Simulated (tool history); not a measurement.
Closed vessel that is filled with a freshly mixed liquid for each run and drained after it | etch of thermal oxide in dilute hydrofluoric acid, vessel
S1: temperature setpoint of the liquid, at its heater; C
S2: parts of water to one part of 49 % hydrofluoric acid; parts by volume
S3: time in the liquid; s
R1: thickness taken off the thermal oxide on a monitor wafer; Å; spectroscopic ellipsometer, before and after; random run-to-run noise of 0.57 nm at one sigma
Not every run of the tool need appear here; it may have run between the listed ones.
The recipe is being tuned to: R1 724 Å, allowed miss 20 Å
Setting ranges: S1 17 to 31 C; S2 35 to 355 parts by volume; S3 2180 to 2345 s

Run 1, hour 0: S1 23 C, S2 195 parts by volume, S3 2180 s. Result: R1 404.96 Å.
Run 2, hour 8.7: S1 23 C, S2 160 parts by volume, S3 2180 s. Result: R1 512.21 Å.
Run 3, hour 15.2: S1 23 C, S2 160 parts by volume, S3 2180 s. Result: R1 509.29 Å.
Run 4, hour 17.7: S1 23 C, S2 160 parts by volume, S3 2180 s. Result: R1 505.8 Å.
Run 5, hour 23.4: S1 23 C, S2 160 parts by volume, S3 2345 s. Result: R1 552.41 Å.
Run 6, hour 26.9: S1 23 C, S2 115 parts by volume, S3 2345 s. Result: R1 801.24 Å.
Run 7, hour 30.8: S1 22.5 C, S2 115 parts by volume, S3 2345 s. Result: R1 794.49 Å.
Run 8, hour 37.2: S1 22 C, S2 115 parts by volume, S3 2345 s. Result: R1 779.67 Å.

Exactly one of the 5 candidate moves below puts every result within its allowed miss. Which one?
Run A, hour 43.6: S1 21.5 C, S2 115 parts by volume, S3 2225 s. Result: R1 ?.
Run B, hour 43.6: S1 21.5 C, S2 120 parts by volume, S3 2215 s. Result: R1 ?.
Run C, hour 43.6: S1 25 C, S2 145 parts by volume, S3 2345 s. Result: R1 ?.
Run D, hour 43.6: S1 24 C, S2 120 parts by volume, S3 2335 s. Result: R1 ?.
Run E, hour 43.6: S1 24.5 C, S2 135 parts by volume, S3 2215 s. Result: R1 ?.

move      R1
   A  716.49
   B  679.71
   C  663.24
   D  790.93
   E  667.97
A: every result within its allowed miss
B: pushes the last run's worst result past its target
C: pushes the last run's worst result past its target
D: lands further from the targets than the last run did
E: pushes the last run's worst result past its target
The move that meets every target is A.
